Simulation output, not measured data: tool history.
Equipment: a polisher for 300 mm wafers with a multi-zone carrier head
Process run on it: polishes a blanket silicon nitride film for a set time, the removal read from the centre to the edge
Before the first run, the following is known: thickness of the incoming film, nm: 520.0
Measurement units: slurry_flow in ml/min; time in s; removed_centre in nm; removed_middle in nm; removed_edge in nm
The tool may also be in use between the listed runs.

run	hour	slurry_flow	centre_zone	middle_zone	edge_zone	time	removed_centre	removed_middle	removed_edge
1	0.0	150	1.00	1.00	1.00	74	114.97	120.72	122.71
2	2.7	150	1.00	1.00	0.92	74	115.37	121.49	116.68
3	4.8	150	0.94	1.00	0.92	74	108.85	120.69	117.97
4	13.7	155	0.95	0.99	0.96	77	113.84	128.83	124.56
5	19.4	150	0.97	0.98	1.00	80	118.05	127.31	131.07
6	20.0	175	0.97	0.98	1.00	80	124.61	132.42	134.78
7	23.6	180	0.98	0.98	1.03	81	124.84	135.60	135.66
8	24.8	175	0.99	0.97	1.05	83	128.64	135.60	144.43

For run 9, what comes out?
9	32.5	180	1.00	0.97	1.06	84	?	?	?

Run 9 measured removed_centre 137.38 nm, removed_middle 138.02 nm, removed_edge 143.50 nm.
